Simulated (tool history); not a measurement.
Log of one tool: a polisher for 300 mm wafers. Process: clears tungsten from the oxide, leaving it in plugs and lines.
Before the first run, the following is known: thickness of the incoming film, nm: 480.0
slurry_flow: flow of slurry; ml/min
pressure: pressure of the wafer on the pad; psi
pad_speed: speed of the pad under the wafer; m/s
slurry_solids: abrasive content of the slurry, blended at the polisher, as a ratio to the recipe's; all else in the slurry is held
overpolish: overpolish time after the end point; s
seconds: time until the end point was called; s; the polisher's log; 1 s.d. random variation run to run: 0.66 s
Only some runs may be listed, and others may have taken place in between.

run	hour	slurry_flow	pressure	pad_speed	slurry_solids	overpolish	seconds
1	0.0	210	4.6	1.06	1.0	43	82.571
2	7.3	210	4.6	0.94	1.0	43	90.946
3	15.5	210	5.7	0.94	1.0	43	74.378
4	23.7	210	5.7	0.94	1.0	43	77.192
5	31.9	210	5.9	0.98	1.0	43	71.283
6	33.7	180	5.9	0.98	1.0	43	72.224
7	35.7	180	6.1	1.00	1.0	43	69.653
8	43.0	185	6.3	1.02	1.0	43	65.310

Run 9 is up next; what results do you expect?
9	47.9	185	6.4	1.04	1.0	43	?

Run 9 measured seconds 62.431 s.

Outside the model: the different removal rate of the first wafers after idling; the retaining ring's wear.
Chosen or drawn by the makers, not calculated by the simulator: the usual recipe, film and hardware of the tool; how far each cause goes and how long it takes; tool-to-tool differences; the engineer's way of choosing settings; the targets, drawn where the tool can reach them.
